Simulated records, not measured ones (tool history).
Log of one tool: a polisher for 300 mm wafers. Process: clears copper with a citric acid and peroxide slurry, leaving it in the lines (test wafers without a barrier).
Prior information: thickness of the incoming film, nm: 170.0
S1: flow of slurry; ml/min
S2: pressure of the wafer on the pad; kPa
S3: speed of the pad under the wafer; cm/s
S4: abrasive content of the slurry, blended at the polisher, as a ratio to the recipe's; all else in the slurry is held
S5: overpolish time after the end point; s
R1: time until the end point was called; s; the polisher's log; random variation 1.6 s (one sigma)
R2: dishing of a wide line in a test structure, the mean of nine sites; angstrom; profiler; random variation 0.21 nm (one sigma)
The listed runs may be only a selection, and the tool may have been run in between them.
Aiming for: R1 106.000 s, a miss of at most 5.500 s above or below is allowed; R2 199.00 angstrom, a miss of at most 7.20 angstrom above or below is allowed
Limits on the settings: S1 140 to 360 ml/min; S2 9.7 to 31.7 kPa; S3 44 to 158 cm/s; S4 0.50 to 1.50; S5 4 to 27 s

run,hour,S1,S2,S3,S4,S5,R1,R2
1,0.0,230,20.7,100,1.00,14,66.203,244.85
2,0.7,230,22.8,100,1.00,14,59.240,267.37
3,2.7,230,22.8,100,1.00,17,59.628,320.50
4,11.0,260,22.8,100,1.00,17,60.272,317.32
5,15.2,290,22.8,100,1.00,17,57.555,334.54
6,20.8,345,22.8,100,1.00,17,55.928,328.36
7,27.6,335,18.6,100,1.00,17,69.728,276.93
8,29.1,330,15.9,100,1.00,17,81.354,240.02
9,37.0,325,14.5,100,1.00,17,89.144,217.98
10,42.0,325,14.5,100,1.00,17,90.874,219.55
11,48.7,315,13.8,100,1.00,17,94.535,208.68
12,50.7,270,11.7,100,1.00,18,113.120,190.97
13,53.8,280,11.7,100,1.00,18,107.930,188.77
14,56.6,285,11.7,100,1.00,18,110.000,187.63
15,65.5,285,11.7,100,1.00,18,107.880,186.13

Below are 5 possible settings for the next run. Only one of them brings all results inside the allowed miss of their targets. Which is it?
A,74.4,255,15.2,72,1.20,16,?,?
B,74.4,275,10.3,120,1.10,18,?,?
C,74.4,290,15.2,96,0.70,16,?,?
D,74.4,285,13.1,108,1.05,17,?,?
E,74.4,290,11.0,130,0.85,18,?,?

move,R1,R2
A,115.550,162.75
B,102.910,198.55
C,94.357,195.95
D,91.276,212.15
E,92.932,217.98
A: misses by more than the last run did
B: each result inside its tolerance
C: corrects the largest miss of the last run, while another result sits out of spec
D: takes the result that was furthest off past its target
E: takes the result that was furthest off past its target
Move B is the one to make.

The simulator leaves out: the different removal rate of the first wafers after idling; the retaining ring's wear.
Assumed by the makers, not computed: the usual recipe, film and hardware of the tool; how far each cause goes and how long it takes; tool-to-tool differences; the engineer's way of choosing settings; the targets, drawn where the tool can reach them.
